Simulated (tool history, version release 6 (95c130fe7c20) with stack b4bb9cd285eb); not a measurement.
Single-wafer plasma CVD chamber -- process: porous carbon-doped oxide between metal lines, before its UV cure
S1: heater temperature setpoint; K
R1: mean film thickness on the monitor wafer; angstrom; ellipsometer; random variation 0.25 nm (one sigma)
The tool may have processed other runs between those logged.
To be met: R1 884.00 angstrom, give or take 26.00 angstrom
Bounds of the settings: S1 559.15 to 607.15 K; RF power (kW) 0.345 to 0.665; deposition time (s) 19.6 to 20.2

{"run": 1, "hour": 0.0, "S1": 583.15, "RF power (kW)": 0.505, "deposition time (s)": 19.6, "R1": 1108.4}
{"run": 2, "hour": 4.6, "S1": 587.15, "RF power (kW)": 0.48, "deposition time (s)": 19.6, "R1": 1055.6}
{"run": 3, "hour": 6.7, "S1": 590.15, "RF power (kW)": 0.455, "deposition time (s)": 19.6, "R1": 1019.4}
{"run": 4, "hour": 9.7, "S1": 590.15, "RF power (kW)": 0.455, "deposition time (s)": 19.6, "R1": 1020.3}
{"run": 5, "hour": 16.1, "S1": 590.15, "RF power (kW)": 0.515, "deposition time (s)": 19.6, "R1": 1085.6}
{"run": 6, "hour": 18.6, "S1": 594.15, "RF power (kW)": 0.48, "deposition time (s)": 19.6, "R1": 1025.1}
{"run": 7, "hour": 27.2, "S1": 597.15, "RF power (kW)": 0.455, "deposition time (s)": 19.6, "R1": 986.68}
{"run": 8, "hour": 35.6, "S1": 599.15, "RF power (kW)": 0.435, "deposition time (s)": 19.6, "R1": 955.28}
{"run": 9, "hour": 37.7, "S1": 600.15, "RF power (kW)": 0.425, "deposition time (s)": 19.6, "R1": 938.34}

Which one of the following 5 next-run settings gets every result inside its allowed miss? There is exactly one.
{"run": "A", "hour": 39.8, "S1": 591.15, "RF power (kW)": 0.385, "deposition time (s)": 20.2, "R1": "?"}
{"run": "B", "hour": 39.8, "S1": 596.15, "RF power (kW)": 0.44, "deposition time (s)": 19.8, "R1": "?"}
{"run": "C", "hour": 39.8, "S1": 602.15, "RF power (kW)": 0.395, "deposition time (s)": 19.6, "R1": "?"}
{"run": "D", "hour": 39.8, "S1": 606.15, "RF power (kW)": 0.46, "deposition time (s)": 20.2, "R1": "?"}
{"run": "E", "hour": 39.8, "S1": 601.15, "RF power (kW)": 0.46, "deposition time (s)": 20.2, "R1": "?"}

move=A R1=952.40
move=B R1=986.06
move=C R1=894.28
move=D R1=985.05
move=E R1=1006.30
A: moves away from the targets compared with the last run
B: moves away from the targets compared with the last run
C: in spec on every target
D: moves away from the targets compared with the last run
E: moves away from the targets compared with the last run
The right move is C.
